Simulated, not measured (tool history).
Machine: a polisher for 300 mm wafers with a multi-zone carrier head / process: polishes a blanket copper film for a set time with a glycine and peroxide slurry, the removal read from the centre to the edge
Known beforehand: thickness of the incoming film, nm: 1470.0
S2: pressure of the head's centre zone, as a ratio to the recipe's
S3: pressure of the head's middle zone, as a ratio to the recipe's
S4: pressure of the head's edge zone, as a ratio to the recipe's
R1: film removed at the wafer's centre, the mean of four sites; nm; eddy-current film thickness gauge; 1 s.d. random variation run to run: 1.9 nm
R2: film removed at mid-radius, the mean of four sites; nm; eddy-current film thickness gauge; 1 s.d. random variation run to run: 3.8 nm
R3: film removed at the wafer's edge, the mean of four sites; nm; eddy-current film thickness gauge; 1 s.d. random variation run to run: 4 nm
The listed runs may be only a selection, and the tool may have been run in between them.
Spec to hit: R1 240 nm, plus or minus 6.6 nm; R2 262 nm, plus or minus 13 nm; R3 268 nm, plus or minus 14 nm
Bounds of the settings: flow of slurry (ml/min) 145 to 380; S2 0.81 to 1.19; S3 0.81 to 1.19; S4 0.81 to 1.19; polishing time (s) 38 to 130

Run 1, day 0: flow of slurry (ml/min) 245, S2 1, S3 1, S4 1, polishing time (s) 84. Result: R1 402.38 nm, R2 403.96 nm, R3 412.57 nm.
Run 2, day 0.321: flow of slurry (ml/min) 245, S2 0.99, S3 0.99, S4 0.99, polishing time (s) 81. Result: R1 378.51 nm, R2 392.98 nm, R3 404.14 nm.
Run 3, day 0.575: flow of slurry (ml/min) 245, S2 0.99, S3 0.99, S4 0.98, polishing time (s) 77. Result: R1 364.11 nm, R2 368.74 nm, R3 368.83 nm.
Run 4, day 0.7: flow of slurry (ml/min) 280, S2 0.99, S3 0.99, S4 0.98, polishing time (s) 77. Result: R1 369.95 nm, R2 380.45 nm, R3 382.84 nm.
Run 5, day 0.908: flow of slurry (ml/min) 280, S2 0.99, S3 0.99, S4 0.98, polishing time (s) 96. Result: R1 457.59 nm, R2 465.79 nm, R3 470.22 nm.
Run 6, day 1.004: flow of slurry (ml/min) 220, S2 0.99, S3 0.99, S4 0.98, polishing time (s) 96. Result: R1 447.65 nm, R2 440.36 nm, R3 457.2 nm.
Run 7, day 1.154: flow of slurry (ml/min) 215, S2 0.97, S3 0.98, S4 0.97, polishing time (s) 92. Result: R1 420.41 nm, R2 428.31 nm, R3 457.36 nm.
Run 8, day 1.242: flow of slurry (ml/min) 215, S2 0.97, S3 0.98, S4 0.97, polishing time (s) 87. Result: R1 395.92 nm, R2 403.95 nm, R3 420.44 nm.
Run 9, day 1.433: flow of slurry (ml/min) 215, S2 0.96, S3 0.97, S4 0.96, polishing time (s) 83. Result: R1 377.82 nm, R2 381.89 nm, R3 394.7 nm.
Run 10, day 1.692: flow of slurry (ml/min) 215, S2 0.95, S3 0.96, S4 0.96, polishing time (s) 80. Result: R1 361.04 nm, R2 370.89 nm, R3 385.29 nm.
Run 11, day 2.046: flow of slurry (ml/min) 210, S2 0.94, S3 0.95, S4 0.95, polishing time (s) 77. Result: R1 336 nm, R2 347.22 nm, R3 367.31 nm.
Run 12, day 2.288: flow of slurry (ml/min) 210, S2 0.93, S3 0.95, S4 0.94, polishing time (s) 75. Result: R1 326.27 nm, R2 342.41 nm, R3 342.61 nm.
Run 13, day 2.546: flow of slurry (ml/min) 205, S2 0.92, S3 0.94, S4 0.94, polishing time (s) 73. Result: R1 314.69 nm, R2 319.06 nm, R3 347.77 nm.
Run 14, day 2.754: flow of slurry (ml/min) 205, S2 0.91, S3 0.94, S4 0.93, polishing time (s) 71. Result: R1 303.69 nm, R2 326.48 nm, R3 330.28 nm.
Run 15, day 2.825: flow of slurry (ml/min) 205, S2 0.9, S3 0.93, S4 0.92, polishing time (s) 70. Result: R1 295.14 nm, R2 315.75 nm, R3 326.69 nm.
Run 16, day 3.104: flow of slurry (ml/min) 205, S2 0.89, S3 0.92, S4 0.91, polishing time (s) 69. Result: R1 285.53 nm, R2 312.05 nm, R3 315.87 nm.

5 candidate next runs follow, results not yet known. Just one meets every target within its allowed miss. Identify it.
Run A, day 3.383: flow of slurry (ml/min) 145, S2 0.97, S3 0.81, S4 1, polishing time (s) 69. Result: R1 ?, R2 ?, R3 ?.
Run B, day 3.383: flow of slurry (ml/min) 225, S2 1.08, S3 0.84, S4 0.91, polishing time (s) 66. Result: R1 ?, R2 ?, R3 ?.
Run C, day 3.383: flow of slurry (ml/min) 205, S2 0.85, S3 0.9, S4 0.83, polishing time (s) 61. Result: R1 ?, R2 ?, R3 ?.
Run D, day 3.383: flow of slurry (ml/min) 215, S2 1.15, S3 0.84, S4 0.9, polishing time (s) 61. Result: R1 ?, R2 ?, R3 ?.
Run E, day 3.383: flow of slurry (ml/min) 145, S2 1.11, S3 0.81, S4 1.14, polishing time (s) 68. Result: R1 ?, R2 ?, R3 ?.

move      R1      R2      R3
   A  297.49  265.97  325.57
   B  336.47  276.23  309.65
   C  241.65  267.88  272.25
   D  329.49  253.97   283.7
   E  335.83  261.87  342.51
A: lands further from the targets than the last run did
B: lands further from the targets than the last run did
C: all results in spec
D: lands further from the targets than the last run did
E: lands further from the targets than the last run did
Go with C: it meets all targets.
